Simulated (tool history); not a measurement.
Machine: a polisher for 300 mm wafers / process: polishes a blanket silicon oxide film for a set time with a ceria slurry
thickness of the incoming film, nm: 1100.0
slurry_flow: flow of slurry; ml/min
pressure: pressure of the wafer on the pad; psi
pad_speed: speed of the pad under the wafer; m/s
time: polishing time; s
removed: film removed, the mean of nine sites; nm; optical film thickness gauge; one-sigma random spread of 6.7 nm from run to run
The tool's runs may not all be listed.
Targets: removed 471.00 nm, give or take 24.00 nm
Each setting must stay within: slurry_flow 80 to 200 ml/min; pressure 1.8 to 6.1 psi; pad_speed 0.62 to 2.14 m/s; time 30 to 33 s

run,hour,slurry_flow,pressure,pad_speed,time,removed
1,0.0,130,3.9,1.38,33,300.75
2,5.6,130,4.3,1.40,33,330.06
3,8.3,160,4.3,1.40,33,340.51
4,14.2,160,4.6,1.42,33,366.44
5,14.9,160,4.8,1.42,33,380.30
6,21.0,160,5.0,1.42,33,398.00
7,26.6,160,5.2,1.42,33,404.79
8,31.1,160,5.2,1.42,33,398.83
9,36.6,160,5.4,1.44,33,417.42
10,42.5,160,5.5,1.44,33,436.70
11,51.2,160,5.6,1.44,33,433.12
12,54.2,160,5.7,1.44,33,436.57

Exactly one of the 4 candidate moves below puts every result within its allowed miss. Which one?
A,57.2,150,6.0,1.44,33,?
B,57.2,155,5.4,1.44,33,?
C,57.2,165,6.1,1.62,33,?
D,57.2,165,5.5,1.54,30,?

move,removed
A,472.54
B,433.02
C,544.98
D,430.72
A: each result inside its tolerance
B: its largest miss is bigger than the last run's
C: moves the result that the last run missed by most past its target, out the other side
D: its largest miss is bigger than the last run's
A meets every target.
